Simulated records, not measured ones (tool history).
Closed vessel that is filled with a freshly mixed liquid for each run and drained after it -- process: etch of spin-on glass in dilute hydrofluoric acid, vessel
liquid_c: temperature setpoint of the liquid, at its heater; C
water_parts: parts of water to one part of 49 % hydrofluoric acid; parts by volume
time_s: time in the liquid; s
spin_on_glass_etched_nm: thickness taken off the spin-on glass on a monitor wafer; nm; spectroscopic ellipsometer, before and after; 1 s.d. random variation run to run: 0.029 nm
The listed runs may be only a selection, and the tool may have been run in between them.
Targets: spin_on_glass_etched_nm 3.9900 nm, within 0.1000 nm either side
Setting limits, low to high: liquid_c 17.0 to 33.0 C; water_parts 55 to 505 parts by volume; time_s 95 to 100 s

run	hour	liquid_c	water_parts	time_s	spin_on_glass_etched_nm
1	0.0	25.0	280	95	9.3299
2	1.6	22.5	320	95	7.2973
3	2.3	22.5	275	95	8.7907
4	7.1	21.0	320	95	6.7724
5	9.9	21.0	405	95	5.0164
6	13.8	21.0	405	95	4.9630
7	16.0	20.0	410	95	4.7061
8	17.7	19.0	415	95	4.4885
9	23.5	18.5	420	95	4.3690
10	24.2	18.0	425	95	4.2197

Exercise: of the 4 proposed moves below, exactly one satisfies all targets within the stated allowed misses. Which move is it?
A	24.9	20.0	435	95	?
B	24.9	17.0	430	95	?
C	24.9	18.0	420	100	?
D	24.9	19.0	435	95	?

move	spin_on_glass_etched_nm
A	4.3729
B	4.0000
C	4.5010
D	4.2252
A: further off than the last run
B: in spec on every target
C: further off than the last run
D: about the same distance from the targets as the last run
Move B is the one to make.

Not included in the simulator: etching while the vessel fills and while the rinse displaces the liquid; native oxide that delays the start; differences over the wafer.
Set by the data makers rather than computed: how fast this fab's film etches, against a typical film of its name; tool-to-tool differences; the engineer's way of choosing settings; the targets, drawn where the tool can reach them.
